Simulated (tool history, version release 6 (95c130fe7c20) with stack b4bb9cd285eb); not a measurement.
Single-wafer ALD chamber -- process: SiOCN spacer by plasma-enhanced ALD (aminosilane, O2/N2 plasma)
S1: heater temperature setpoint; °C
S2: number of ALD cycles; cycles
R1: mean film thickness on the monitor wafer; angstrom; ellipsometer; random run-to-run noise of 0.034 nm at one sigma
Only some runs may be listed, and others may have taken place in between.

run 1 hour=0.0 | S1=385 S2=98 | R1=58.660
run 2 hour=4.9 | S1=390 S2=98 | R1=58.923
run 3 hour=13.2 | S1=390 S2=88 | R1=52.622
run 4 hour=17.5 | S1=385 S2=88 | R1=52.676
run 5 hour=18.2 | S1=385 S2=92 | R1=55.023
run 6 hour=26.9 | S1=385 S2=95 | R1=57.051
run 7 hour=28.4 | S1=385 S2=98 | R1=59.295
run 8 hour=32.9 | S1=385 S2=100 | R1=60.134

Run 9, settings as shown, results not yet in. Your forecast:
-- hour=35.4 thermocouple changed; heater temperature recalibrated
run 9 hour=35.4 | S1=385 S2=102 | R1=?

R1: 61.473 angstrom
